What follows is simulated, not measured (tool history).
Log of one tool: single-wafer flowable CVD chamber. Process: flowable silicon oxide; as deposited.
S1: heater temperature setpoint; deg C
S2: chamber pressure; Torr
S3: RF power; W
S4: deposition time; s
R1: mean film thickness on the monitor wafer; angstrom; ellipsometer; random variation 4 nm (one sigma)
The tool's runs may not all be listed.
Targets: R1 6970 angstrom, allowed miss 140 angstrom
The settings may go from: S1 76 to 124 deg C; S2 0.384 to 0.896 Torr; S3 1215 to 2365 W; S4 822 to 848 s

run 1 hour=0 | S1=100 S2=0.64 S3=1790 S4=822 | R1=3449
run 2 hour=1.1 | S1=105 S2=0.64 S3=1790 S4=822 | R1=2938.7
run 3 hour=5.3 | S1=105 S2=0.728 S3=1790 S4=822 | R1=3323.7
run 4 hour=10.3 | S1=100 S2=0.729 S3=1790 S4=822 | R1=3919
run 5 hour=15.2 | S1=100 S2=0.729 S3=1790 S4=848 | R1=4046.9
run 6 hour=23.7 | S1=100 S2=0.641 S3=1790 S4=848 | R1=3562.3
run 7 hour=29.1 | S1=95 S2=0.642 S3=1790 S4=848 | R1=4148.8
run 8 hour=37.2 | S1=91 S2=0.643 S3=1790 S4=848 | R1=4781.8
run 9 hour=43 | S1=79 S2=0.644 S3=1790 S4=848 | R1=6790.1

Which of these 4 next moves meets every target?
run A hour=48.8 | S1=81 S2=0.738 S3=1770 S4=822 | R1=?
run B hour=48.8 | S1=77 S2=0.624 S3=1710 S4=823 | R1=?
run C hour=48.8 | S1=78 S2=0.655 S3=1390 S4=848 | R1=?
run D hour=48.8 | S1=79 S2=0.637 S3=1760 S4=848 | R1=?

move=A R1=7056.4
move=B R1=6608.4
move=C R1=6589.4
move=D R1=6660.6
A: meets every target
B: further off than the last run
C: further off than the last run
D: further off than the last run
The right move is A.
